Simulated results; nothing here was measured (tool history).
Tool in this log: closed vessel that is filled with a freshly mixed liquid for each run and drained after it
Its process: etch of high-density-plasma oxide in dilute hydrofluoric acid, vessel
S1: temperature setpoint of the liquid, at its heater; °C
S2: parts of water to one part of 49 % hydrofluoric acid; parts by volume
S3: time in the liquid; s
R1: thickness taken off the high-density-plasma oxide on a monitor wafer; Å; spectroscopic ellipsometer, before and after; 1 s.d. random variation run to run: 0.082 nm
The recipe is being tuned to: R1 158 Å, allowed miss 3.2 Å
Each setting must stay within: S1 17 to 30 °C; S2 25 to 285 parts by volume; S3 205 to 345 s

run	day	S1	S2	S3	R1
1	0	22	155	345	144.2
2	0.346	22	155	345	143.05
3	0.45	23.5	155	345	151.44
4	0.75	24	155	345	155.06
5	0.971	24	190	345	121.75
6	1.096	24	190	205	72.325
7	1.383	25	180	205	80.002
8	1.612	23.5	170	205	81.01
9	1.762	24.5	160	205	90.714
10	2.067	23.5	150	205	94.16
11	2.125	23.5	130	205	110.29
12	2.45	22.5	120	205	116.05

Exactly one of the 5 candidate moves below puts every result within its allowed miss. Which one?
A	2.775	24	110	205	?
B	2.775	21.5	125	270	?
C	2.775	23	130	300	?
D	2.775	20	120	325	?
E	2.775	22	220	280	?

move	R1
A	137.64
B	142
C	160.06
D	168.55
E	77.151
A: gains on the last run, yet a result remains outside its allowed miss
B: gains on the last run, yet a result remains outside its allowed miss
C: meets every target
D: takes the biggest miss from the last run beyond its target
E: lands further from the targets than the last run did
The right move is C.
